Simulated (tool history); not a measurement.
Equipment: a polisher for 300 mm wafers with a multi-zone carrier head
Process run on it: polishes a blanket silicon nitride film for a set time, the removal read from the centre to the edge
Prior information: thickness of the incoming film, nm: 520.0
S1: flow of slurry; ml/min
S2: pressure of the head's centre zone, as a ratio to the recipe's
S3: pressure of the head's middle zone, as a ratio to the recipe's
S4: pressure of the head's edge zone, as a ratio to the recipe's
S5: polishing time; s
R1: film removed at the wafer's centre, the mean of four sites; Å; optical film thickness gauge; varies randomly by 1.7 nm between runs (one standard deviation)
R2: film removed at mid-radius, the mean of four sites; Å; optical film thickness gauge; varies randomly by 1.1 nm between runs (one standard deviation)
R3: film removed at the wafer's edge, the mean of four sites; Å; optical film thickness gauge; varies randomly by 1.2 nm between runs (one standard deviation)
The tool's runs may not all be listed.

run 1 day=0 | S1=295 S2=1 S3=1 S4=1 S5=86 | R1=1332.6 R2=1325.4 R3=1297.4
run 2 day=0.204 | S1=295 S2=1 S3=0.92 S4=1 S5=86 | R1=1332.5 R2=1276.9 R3=1326
run 3 day=0.342 | S1=295 S2=1.03 S3=0.91 S4=0.97 S5=80 | R1=1259.2 R2=1144.2 R3=1213
run 4 day=0.475 | S1=295 S2=1.03 S3=0.91 S4=0.91 S5=80 | R1=1292.2 R2=1166.9 R3=1139
run 5 day=0.75 | S1=295 S2=1.03 S3=0.91 S4=0.91 S5=87 | R1=1413.6 R2=1246.9 R3=1278.3
run 6 day=0.892 | S1=290 S2=1.03 S3=0.89 S4=0.89 S5=82 | R1=1325.7 R2=1164.2 R3=1180.2

Expected results for the next run?
run 7 day=1.104 | S1=290 S2=1.03 S3=0.89 S4=0.89 S5=82 | R1=? R2=? R3=?

Logged for run 7: R1 1323.8 Å, R2 1178.1 Å, R3 1190.7 Å.

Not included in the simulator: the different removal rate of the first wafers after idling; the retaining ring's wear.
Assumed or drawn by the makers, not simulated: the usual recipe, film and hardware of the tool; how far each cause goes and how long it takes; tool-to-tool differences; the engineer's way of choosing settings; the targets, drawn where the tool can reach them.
